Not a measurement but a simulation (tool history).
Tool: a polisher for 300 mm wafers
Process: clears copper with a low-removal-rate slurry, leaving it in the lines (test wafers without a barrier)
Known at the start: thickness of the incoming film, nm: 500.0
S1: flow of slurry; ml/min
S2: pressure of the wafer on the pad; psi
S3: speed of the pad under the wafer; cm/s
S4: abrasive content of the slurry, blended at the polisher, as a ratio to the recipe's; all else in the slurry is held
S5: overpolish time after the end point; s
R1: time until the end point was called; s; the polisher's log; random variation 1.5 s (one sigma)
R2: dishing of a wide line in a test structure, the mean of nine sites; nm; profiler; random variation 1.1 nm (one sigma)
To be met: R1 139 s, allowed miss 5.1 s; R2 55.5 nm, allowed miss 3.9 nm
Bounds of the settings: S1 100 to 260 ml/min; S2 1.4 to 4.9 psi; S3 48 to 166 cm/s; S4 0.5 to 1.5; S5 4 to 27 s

run	day	S1	S2	S3	S4	S5	R1	R2
1	0	165	3.1	106	1	14	168.13	31.387
2	0.317	125	3.1	106	1	14	181.22	30.216
3	0.65	130	3.2	106	1	15	173.32	33.831
4	0.675	135	3.3	106	1	16	167.1	36.011
5	0.75	140	3.3	106	1	17	161.15	38.861
6	0.825	145	3.3	106	1	18	166.75	41.21
7	1.121	150	3.3	106	1	18	160.59	42.428
8	1.404	200	3.5	106	1	21	145.51	51.326

Which of these 5 next moves meets every target?
A	1.688	195	3.9	108	0.8	21	?	?
B	1.688	230	3.7	94	0.95	25	?	?
C	1.688	190	3.3	100	1	19	?	?
D	1.688	190	3.5	106	1.05	19	?	?
E	1.688	195	4.1	88	1.05	21	?	?

move	R1	R2
A	135.89	54.142
B	152.64	56.784
C	160.54	42.494
D	142.64	47.307
E	148.47	50.216
A: meets every target
B: further off than the last run
C: further off than the last run
D: brings the result that was furthest off to its target, and leaves another outside
E: further off than the last run
Move A is the one to make.
